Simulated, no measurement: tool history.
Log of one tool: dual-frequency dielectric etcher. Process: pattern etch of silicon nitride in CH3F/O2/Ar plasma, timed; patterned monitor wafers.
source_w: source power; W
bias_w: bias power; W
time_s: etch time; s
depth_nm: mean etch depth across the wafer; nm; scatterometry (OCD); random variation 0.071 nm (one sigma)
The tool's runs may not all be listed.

run 1 hour=0.0 | source_w=370 bias_w=62 time_s=59.0 | depth_nm=39.225
run 2 hour=5.4 | source_w=340 bias_w=61 time_s=59.0 | depth_nm=37.255
run 3 hour=9.9 | source_w=330 bias_w=61 time_s=59.0 | depth_nm=36.721
run 4 hour=12.2 | source_w=360 bias_w=61 time_s=59.0 | depth_nm=38.257
run 5 hour=15.6 | source_w=390 bias_w=61 time_s=59.0 | depth_nm=39.662
run 6 hour=22.0 | source_w=390 bias_w=61 time_s=59.0 | depth_nm=39.563
run 7 hour=24.3 | source_w=360 bias_w=60 time_s=59.0 | depth_nm=37.983
run 8 hour=30.5 | source_w=340 bias_w=60 time_s=59.0 | depth_nm=36.969
run 9 hour=35.4 | source_w=330 bias_w=60 time_s=59.0 | depth_nm=36.459

Forecast run 10:
run 10 hour=36.5 | source_w=320 bias_w=60 time_s=59.0 | depth_nm=?

depth_nm: 35.962 nm
